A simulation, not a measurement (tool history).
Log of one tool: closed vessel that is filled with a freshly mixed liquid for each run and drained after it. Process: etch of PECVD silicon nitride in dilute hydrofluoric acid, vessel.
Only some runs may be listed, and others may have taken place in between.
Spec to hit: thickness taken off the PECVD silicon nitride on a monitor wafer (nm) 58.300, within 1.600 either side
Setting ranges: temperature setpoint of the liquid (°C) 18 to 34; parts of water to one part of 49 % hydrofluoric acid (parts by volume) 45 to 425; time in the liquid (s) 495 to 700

run	hour	temperature setpoint of the liquid (°C)	parts of water to one part of 49 % hydrofluoric acid (parts by volume)	time in the liquid (s)	thickness taken off the PECVD silicon nitride on a monitor wafer (nm)
1	0.0	26	235	700	18.399
2	8.6	26	235	495	12.820
3	15.7	27	210	525	16.266
4	19.8	27	210	495	15.194
5	26.3	27	210	700	21.528
6	29.1	27	210	700	21.699
7	38.6	27	210	700	21.721
8	47.4	28	195	700	24.603
9	54.6	32	100	700	62.336

Next run, 4 choices. One meets every target within its allowed miss, the rest don't. Which?
A	61.8	34	110	680	?
B	61.8	32	75	495	?
C	61.8	32	75	520	?
D	61.8	34	120	645	?

move	thickness taken off the PECVD silicon nitride on a monitor wafer (nm)
A	62.699
B	59.488
C	62.493
D	54.403
A: moves away from the targets compared with the last run
B: all results in spec
C: roughly where the last run was
D: carries the result that was furthest off beyond its target, to the other side
Go with B: it meets all targets.
